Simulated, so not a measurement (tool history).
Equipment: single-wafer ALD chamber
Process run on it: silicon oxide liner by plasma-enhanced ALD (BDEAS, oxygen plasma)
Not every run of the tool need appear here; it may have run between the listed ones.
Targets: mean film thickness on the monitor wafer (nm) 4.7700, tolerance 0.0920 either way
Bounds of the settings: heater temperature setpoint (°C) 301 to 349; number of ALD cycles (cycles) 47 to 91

run,hour,heater temperature setpoint (°C),number of ALD cycles (cycles),mean film thickness on the monitor wafer (nm)
1,0.0,325,69,6.1784
2,8.0,321,69,6.2161
3,9.7,328,69,6.1312
4,16.4,329,66,5.8699
5,19.7,329,64,5.7014
6,28.2,329,59,5.2396
7,29.5,329,59,5.2241
8,32.5,330,52,4.6530

Which of these 4 next moves meets every target?
A,35.5,335,52,?
B,35.5,336,52,?
C,35.5,332,51,?
D,35.5,330,54,?

move,mean film thickness on the monitor wafer (nm)
A,4.6109
B,4.6049
C,4.5397
D,4.8191
A: moves away from the targets compared with the last run
B: moves away from the targets compared with the last run
C: moves away from the targets compared with the last run
D: meets every target
Move D is the one to make.
